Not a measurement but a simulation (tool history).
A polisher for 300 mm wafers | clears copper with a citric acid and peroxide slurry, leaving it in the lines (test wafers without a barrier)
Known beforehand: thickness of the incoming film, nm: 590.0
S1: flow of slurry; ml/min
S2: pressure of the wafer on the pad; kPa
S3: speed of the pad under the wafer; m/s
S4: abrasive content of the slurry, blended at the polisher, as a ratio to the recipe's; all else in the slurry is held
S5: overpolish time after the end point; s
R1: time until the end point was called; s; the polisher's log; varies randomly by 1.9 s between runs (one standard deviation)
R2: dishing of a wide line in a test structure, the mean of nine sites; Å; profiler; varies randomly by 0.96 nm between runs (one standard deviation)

run	hour	S1	S2	S3	S4	S5	R1	R2
1	0	170	25.5	1.28	1	11	192.13	262.68
2	1.7	140	25.5	1.28	1	11	198.5	270.82
3	7.3	140	29	1.3	1	12	169.55	320.84
4	13.9	120	29	1.3	1	12	178.89	302.11
5	23	120	32.4	1.3	1	12	158.06	347.87
6	29.2	140	32.4	1.3	1	12	150.79	353.32
7	30	150	33.1	1.3	1	13	145.89	386.64
8	31.2	155	33.8	1.3	1	13	144.95	416.72
9	35	160	34.5	1.3	1	13	134.92	411.36
10	37.1	165	34.5	1.3	1	13	143.05	419.8
11	44.4	165	35.9	1.3	1	13	133.17	424.57

What will run 12 give?
12	51.6	165	36.5	1.3	1	13	?	?

{"run 12": {"R1": 129.98, "R2": 433.69}}

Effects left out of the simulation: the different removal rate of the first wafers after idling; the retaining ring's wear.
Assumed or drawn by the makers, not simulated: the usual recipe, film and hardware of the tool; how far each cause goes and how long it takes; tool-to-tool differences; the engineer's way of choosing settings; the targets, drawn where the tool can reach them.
